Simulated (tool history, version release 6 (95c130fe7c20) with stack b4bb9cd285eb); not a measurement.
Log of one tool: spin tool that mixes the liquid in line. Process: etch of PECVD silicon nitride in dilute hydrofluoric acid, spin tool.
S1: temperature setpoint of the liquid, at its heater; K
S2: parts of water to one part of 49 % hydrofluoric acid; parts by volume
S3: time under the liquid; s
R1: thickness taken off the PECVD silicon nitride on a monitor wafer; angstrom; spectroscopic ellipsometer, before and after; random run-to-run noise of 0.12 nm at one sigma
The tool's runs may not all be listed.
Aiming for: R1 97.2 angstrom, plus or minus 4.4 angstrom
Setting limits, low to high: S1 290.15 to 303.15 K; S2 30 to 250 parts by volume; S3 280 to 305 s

run,hour,S1,S2,S3,R1
1,0,295.15,140,280,47.329
2,6.3,297.65,130,280,59.98
3,14.6,299.15,125,280,69.148
4,16.2,300.15,120,280,77.817
5,21.5,300.15,120,305,84.899
6,29.2,300.15,120,305,84.807
7,33,300.65,120,305,87.992
8,39.4,301.15,120,305,90.615
9,46.3,301.65,120,305,92.771

5 candidate next runs follow, results not yet known. Just one meets every target within its allowed miss. Identify it.
A,53.2,298.15,105,305,?
B,53.2,303.15,135,295,?
C,53.2,301.15,100,280,?
D,53.2,301.65,125,305,?
E,53.2,302.65,140,305,?

move,R1
A,83.999
B,86.767
C,98.23
D,88.312
E,83.841
A: misses by more than the last run did
B: misses by more than the last run did
C: every result lands within tolerance
D: misses by more than the last run did
E: misses by more than the last run did
The right move is C.

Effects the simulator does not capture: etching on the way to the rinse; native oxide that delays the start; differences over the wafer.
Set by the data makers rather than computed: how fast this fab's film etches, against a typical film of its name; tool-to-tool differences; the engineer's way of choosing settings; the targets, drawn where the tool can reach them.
